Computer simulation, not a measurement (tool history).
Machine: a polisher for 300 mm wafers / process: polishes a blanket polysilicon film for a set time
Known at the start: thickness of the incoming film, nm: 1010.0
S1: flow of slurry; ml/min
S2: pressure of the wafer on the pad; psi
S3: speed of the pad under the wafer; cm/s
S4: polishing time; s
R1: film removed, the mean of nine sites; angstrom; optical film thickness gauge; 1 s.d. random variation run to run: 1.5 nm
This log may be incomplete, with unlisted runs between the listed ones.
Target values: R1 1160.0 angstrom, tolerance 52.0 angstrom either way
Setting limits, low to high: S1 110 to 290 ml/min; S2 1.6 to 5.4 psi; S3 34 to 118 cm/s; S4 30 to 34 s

| run | hour | S1 | S2 | S3 | S4 | R1 |
|---|---|---|---|---|---|---|
| 1 | 0.0 | 185 | 3.5 | 76 | 34 | 2265.1 |
| 2 | 6.0 | 185 | 3.2 | 74 | 34 | 2063.9 |
| 3 | 8.8 | 145 | 3.2 | 74 | 34 | 2012.4 |
| 4 | 10.5 | 145 | 2.9 | 72 | 34 | 1748.6 |
| 5 | 18.8 | 145 | 2.9 | 72 | 34 | 1753.3 |
| 6 | 23.0 | 145 | 2.7 | 72 | 34 | 1652.9 |
| 7 | 30.8 | 145 | 2.5 | 72 | 34 | 1558.0 |
| 8 | 36.7 | 145 | 2.3 | 72 | 34 | 1452.2 |
| 9 | 41.3 | 145 | 2.2 | 72 | 34 | 1382.2 |
| 10 | 47.7 | 145 | 2.1 | 72 | 34 | 1330.9 |
| 11 | 54.3 | 145 | 2.1 | 72 | 34 | 1275.0 |

Which single option among these 4 for the next run brings every result within its allowed miss of target? Just one does.
| A | 60.9 | 125 | 1.6 | 84 | 34 | ? |
| B | 60.9 | 190 | 2.8 | 56 | 34 | ? |
| C | 60.9 | 110 | 1.7 | 72 | 34 | ? |
| D | 60.9 | 145 | 1.9 | 74 | 30 | ? |

| move | R1 |
|---|---|
| A | 1163.6 |
| B | 1391.7 |
| C | 1047.7 |
| D | 1082.3 |
A: hits every target within its allowed miss
B: the biggest miss grows against the last run
C: moves the result that the last run missed by most past its target, out the other side
D: moves the result that the last run missed by most past its target, out the other side
So the answer is move A, the one that meets all the targets.
